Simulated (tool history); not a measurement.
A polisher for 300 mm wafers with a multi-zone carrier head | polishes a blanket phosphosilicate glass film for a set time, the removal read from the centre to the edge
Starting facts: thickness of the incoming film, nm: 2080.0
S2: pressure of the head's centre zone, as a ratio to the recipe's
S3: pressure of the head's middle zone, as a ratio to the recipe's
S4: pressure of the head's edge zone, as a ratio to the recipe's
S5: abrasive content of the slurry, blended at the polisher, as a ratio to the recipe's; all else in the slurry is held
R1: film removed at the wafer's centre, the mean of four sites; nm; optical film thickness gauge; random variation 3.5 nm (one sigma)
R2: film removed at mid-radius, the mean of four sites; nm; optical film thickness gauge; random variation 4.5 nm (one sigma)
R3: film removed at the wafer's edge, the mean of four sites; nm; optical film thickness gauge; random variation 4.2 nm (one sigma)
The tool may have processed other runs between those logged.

Run 1, hour 0: flow of slurry (ml/min) 125, S2 1, S3 1, S4 1, S5 1, polishing time (s) 85. Result: R1 382.13 nm, R2 402.02 nm, R3 398.93 nm.
Run 2, hour 4.1: flow of slurry (ml/min) 125, S2 1, S3 1, S4 0.95, S5 1, polishing time (s) 85. Result: R1 383.83 nm, R2 393.41 nm, R3 390.44 nm.
Run 3, hour 7.6: flow of slurry (ml/min) 120, S2 0.97, S3 0.99, S4 0.94, S5 0.95, polishing time (s) 85. Result: R1 359.87 nm, R2 384.31 nm, R3 367.04 nm.
Run 4, hour 15.2: flow of slurry (ml/min) 120, S2 0.93, S3 0.99, S4 0.94, S5 0.95, polishing time (s) 85. Result: R1 342.42 nm, R2 376.92 nm, R3 379.85 nm.
Run 5, hour 23.9: flow of slurry (ml/min) 120, S2 0.93, S3 0.99, S4 1.02, S5 0.95, polishing time (s) 85. Result: R1 339.74 nm, R2 379.59 nm, R3 384.06 nm.
Run 6, hour 28.8: flow of slurry (ml/min) 115, S2 0.92, S3 0.97, S4 1.01, S5 0.9, polishing time (s) 85. Result: R1 323.12 nm, R2 355.54 nm, R3 363.65 nm.
Run 7, hour 30.2: flow of slurry (ml/min) 110, S2 0.92, S3 0.96, S4 1, S5 0.9, polishing time (s) 85. Result: R1 323.09 nm, R2 354.01 nm, R3 364.49 nm.

For run 8, what comes out?
Run 8, hour 37.4: flow of slurry (ml/min) 110, S2 0.92, S3 0.96, S4 1, S5 0.9, polishing time (s) 85. Result: R1 ?, R2 ?, R3 ?.

{"run 8": {"R1": 318.47, "R2": 359.54, "R3": 369.26}}
